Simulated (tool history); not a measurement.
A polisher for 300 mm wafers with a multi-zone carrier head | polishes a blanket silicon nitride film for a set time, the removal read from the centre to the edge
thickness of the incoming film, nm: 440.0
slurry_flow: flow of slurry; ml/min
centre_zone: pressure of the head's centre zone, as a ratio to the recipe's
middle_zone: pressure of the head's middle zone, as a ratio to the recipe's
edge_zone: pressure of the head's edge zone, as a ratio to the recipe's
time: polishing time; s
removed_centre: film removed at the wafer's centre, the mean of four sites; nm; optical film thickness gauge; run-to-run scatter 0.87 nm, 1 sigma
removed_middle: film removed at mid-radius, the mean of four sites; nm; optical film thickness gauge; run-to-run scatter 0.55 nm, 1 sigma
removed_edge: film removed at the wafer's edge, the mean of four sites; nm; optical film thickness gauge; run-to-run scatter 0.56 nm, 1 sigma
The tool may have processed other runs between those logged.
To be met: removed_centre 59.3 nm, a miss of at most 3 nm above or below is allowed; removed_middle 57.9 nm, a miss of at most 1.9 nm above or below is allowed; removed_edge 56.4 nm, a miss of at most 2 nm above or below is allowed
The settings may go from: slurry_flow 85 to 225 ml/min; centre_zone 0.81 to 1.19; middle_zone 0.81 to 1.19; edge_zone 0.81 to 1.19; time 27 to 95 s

run,hour,slurry_flow,centre_zone,middle_zone,edge_zone,time,removed_centre,removed_middle,removed_edge
1,0,145,1,1,1,61,79.986,86.423,84.657
2,5.3,145,1.01,0.99,0.98,58,79.893,83.21,78.975
3,9.6,145,1.01,0.99,1.06,58,80.057,79.955,81.666
4,12.6,145,1.01,0.95,1.06,58,79.631,79.544,83.442
5,17.9,145,1.09,0.95,1.06,58,83.81,79.036,84.158
6,20.3,145,1.09,0.95,1.06,67,95.305,91.609,95.544
7,24.9,140,1.09,0.95,1.04,63,94.249,84.219,90.582
8,25.7,140,1.08,0.96,1.03,59,84.025,79.729,82.495
9,30,135,1.07,0.96,1.02,57,78.681,76.777,79.008
10,32.2,130,1.08,0.96,1,55,77.486,73.758,76.605
11,39.6,130,1.08,0.96,1,55,77.381,74.691,75.91
12,42.7,130,1.08,0.96,0.99,53,74.813,70.321,72.146
13,49.2,125,1.07,0.96,0.97,52,71.235,69.985,69.301
14,50.8,125,1.07,0.96,0.97,52,71.824,69.215,70.051
15,58.9,125,1.07,0.96,0.95,51,68.166,67.875,68.582
16,61,125,1.07,0.96,0.95,51,71.508,66.645,67.904
17,67.5,125,1.06,0.96,0.94,50,69.219,66.172,66.495
18,70.3,125,1.05,0.96,0.93,49,66.809,65.199,63.649
19,75.5,120,1.04,0.95,0.92,49,67.001,63.774,64.176
20,83.6,120,1.03,0.95,0.91,48,63.386,62.376,61.621
# hour 85.4: slurry nozzle cleaned
21,85.4,120,1.03,0.95,0.9,48,67.883,64.562,63.739
22,89.1,105,1.01,0.97,0.89,40,53.498,54.223,52.455
23,97.3,110,1.01,0.97,0.89,40,54.051,55.499,52.777
24,100.9,115,1.01,0.97,0.89,40,54.381,55.132,52.548
25,103.9,120,1.01,0.97,0.9,40,55.916,56.35,52.909

Exactly one of the 4 candidate moves below puts every result within its allowed miss. Which one?
A,106.9,145,1.09,1.03,0.88,37,?,?,?
B,106.9,175,0.96,0.9,0.85,42,?,?,?
C,106.9,195,1.01,1.04,0.81,39,?,?,?
D,106.9,100,1.05,0.98,0.97,39,?,?,?

move,removed_centre,removed_middle,removed_edge
A,55.697,55.027,49.957
B,58.553,57.402,57.071
C,57.753,61.065,52.345
D,52.776,52.12,52.677
A: lands further from the targets than the last run did
B: in spec on every target
C: lands further from the targets than the last run did
D: lands further from the targets than the last run did
The move that meets every target is B.
